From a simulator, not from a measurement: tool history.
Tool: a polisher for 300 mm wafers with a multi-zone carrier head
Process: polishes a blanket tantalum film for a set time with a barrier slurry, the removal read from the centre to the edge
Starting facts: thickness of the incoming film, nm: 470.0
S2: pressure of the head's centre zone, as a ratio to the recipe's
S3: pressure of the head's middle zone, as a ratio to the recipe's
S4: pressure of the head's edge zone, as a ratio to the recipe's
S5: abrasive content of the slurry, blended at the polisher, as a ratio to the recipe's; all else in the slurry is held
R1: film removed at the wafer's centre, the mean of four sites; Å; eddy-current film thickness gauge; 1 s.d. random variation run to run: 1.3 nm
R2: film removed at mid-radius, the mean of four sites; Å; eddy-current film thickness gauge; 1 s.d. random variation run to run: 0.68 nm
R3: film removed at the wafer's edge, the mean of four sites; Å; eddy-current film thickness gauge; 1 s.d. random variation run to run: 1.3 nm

{"run": 1, "day": 0.0, "flow of slurry (ml/min)": 280, "S2": 1, "S3": 1, "S4": 1, "S5": 1, "polishing time (s)": 52, "R1": 921.96, "R2": 922.18, "R3": 941.47}
{"run": 2, "day": 0.338, "flow of slurry (ml/min)": 290, "S2": 0.98, "S3": 1.03, "S4": 1.01, "S5": 1, "polishing time (s)": 52, "R1": 884.89, "R2": 946.39, "R3": 972.25}
{"run": 3, "day": 0.583, "flow of slurry (ml/min)": 300, "S2": 0.98, "S3": 1.06, "S4": 0.99, "S5": 1, "polishing time (s)": 52, "R1": 919.57, "R2": 971.08, "R3": 950.04}
{"run": 4, "day": 0.921, "flow of slurry (ml/min)": 300, "S2": 0.98, "S3": 1.06, "S4": 0.99, "S5": 0.9, "polishing time (s)": 52, "R1": 869.8, "R2": 933.34, "R3": 911.22}
{"run": 5, "day": 1.233, "flow of slurry (ml/min)": 305, "S2": 0.98, "S3": 1.09, "S4": 1, "S5": 0.9, "polishing time (s)": 52, "R1": 876.05, "R2": 964.61, "R3": 903.21}
{"run": 6, "day": 1.321, "flow of slurry (ml/min)": 310, "S2": 0.97, "S3": 1.1, "S4": 1.02, "S5": 0.9, "polishing time (s)": 52, "R1": 875.27, "R2": 969.87, "R3": 942.21}
{"run": 7, "day": 1.388, "flow of slurry (ml/min)": 315, "S2": 0.96, "S3": 1.12, "S4": 1.02, "S5": 0.9, "polishing time (s)": 52, "R1": 863.4, "R2": 979.88, "R3": 937.31}
{"run": 8, "day": 1.675, "flow of slurry (ml/min)": 320, "S2": 0.96, "S3": 1.14, "S4": 1.02, "S5": 0.9, "polishing time (s)": 52, "R1": 879.33, "R2": 1009.3, "R3": 940.76}

The next listed run, before its measurement:
{"run": 9, "day": 1.846, "flow of slurry (ml/min)": 325, "S2": 0.95, "S3": 1.15, "S4": 1.03, "S5": 0.9, "polishing time (s)": 52, "R1": "?", "R2": "?", "R3": "?"}

R1: 849.46 Å
R2: 1027.4 Å
R3: 922.81 Å
